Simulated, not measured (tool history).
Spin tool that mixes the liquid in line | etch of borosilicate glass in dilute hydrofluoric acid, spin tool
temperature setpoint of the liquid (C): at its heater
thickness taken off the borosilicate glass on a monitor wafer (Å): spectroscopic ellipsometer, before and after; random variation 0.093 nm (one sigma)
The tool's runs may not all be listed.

run	hour	temperature setpoint of the liquid (C)	parts of water to one part of 49 % hydrofluoric acid (parts by volume)	time under the liquid (s)	thickness taken off the borosilicate glass on a monitor wafer (Å)
1	0.0	23.0	65	55	167.60
2	5.6	21.5	70	55	144.50
3	11.1	20.5	70	55	138.43
4	15.2	22.5	70	55	149.26
5	19.4	22.5	70	60	165.86
6	27.3	21.5	75	60	146.88
7	30.2	20.5	75	60	141.80

The next listed run, before its measurement:
8	35.6	19.5	75	60	?

Run 8 gave thickness taken off the borosilicate glass on a monitor wafer (Å) 138.01.

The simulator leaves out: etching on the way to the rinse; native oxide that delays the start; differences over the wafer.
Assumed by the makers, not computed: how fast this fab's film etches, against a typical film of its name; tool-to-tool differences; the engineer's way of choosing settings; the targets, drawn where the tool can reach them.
